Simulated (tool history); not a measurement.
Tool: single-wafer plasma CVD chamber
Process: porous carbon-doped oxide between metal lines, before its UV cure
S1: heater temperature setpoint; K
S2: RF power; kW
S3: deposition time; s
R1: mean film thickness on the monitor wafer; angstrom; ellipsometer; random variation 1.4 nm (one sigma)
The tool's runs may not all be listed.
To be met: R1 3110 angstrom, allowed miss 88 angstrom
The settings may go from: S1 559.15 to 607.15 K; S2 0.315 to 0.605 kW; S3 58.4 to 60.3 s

Run 1, day 0: S1 583.15 K, S2 0.46 kW, S3 58.4 s. Result: R1 2511.7 angstrom.
Run 2, day 0.196: S1 579.15 K, S2 0.48 kW, S3 58.7 s. Result: R1 2686 angstrom.
Run 3, day 0.371: S1 579.15 K, S2 0.435 kW, S3 58.7 s. Result: R1 2460.9 angstrom.
Run 4, day 0.621: S1 574.15 K, S2 0.435 kW, S3 58.7 s. Result: R1 2535.7 angstrom.
Run 5, day 0.821: S1 582.15 K, S2 0.435 kW, S3 58.7 s. Result: R1 2429.1 angstrom.
Run 6, day 1.017: S1 582.15 K, S2 0.485 kW, S3 58.7 s. Result: R1 2671.5 angstrom.
Run 7, day 1.333: S1 578.15 K, S2 0.495 kW, S3 58.8 s. Result: R1 2764.1 angstrom.
Run 8, day 1.521: S1 575.15 K, S2 0.505 kW, S3 58.9 s. Result: R1 2883.5 angstrom.

4 next moves are on the table. One of them brings every result within its allowed miss. Which?
Run A, day 1.708: S1 567.15 K, S2 0.43 kW, S3 58.4 s. Result: R1 ?.
Run B, day 1.708: S1 579.15 K, S2 0.445 kW, S3 60.3 s. Result: R1 ?.
Run C, day 1.708: S1 578.15 K, S2 0.545 kW, S3 60.3 s. Result: R1 ?.
Run D, day 1.708: S1 580.15 K, S2 0.49 kW, S3 60.3 s. Result: R1 ?.

move      R1
   A  2610.3
   B  2604.6
   C  3106.1
   D  2818.8
A: further off than the last run
B: further off than the last run
C: meets every target
D: further off than the last run
Answer: C
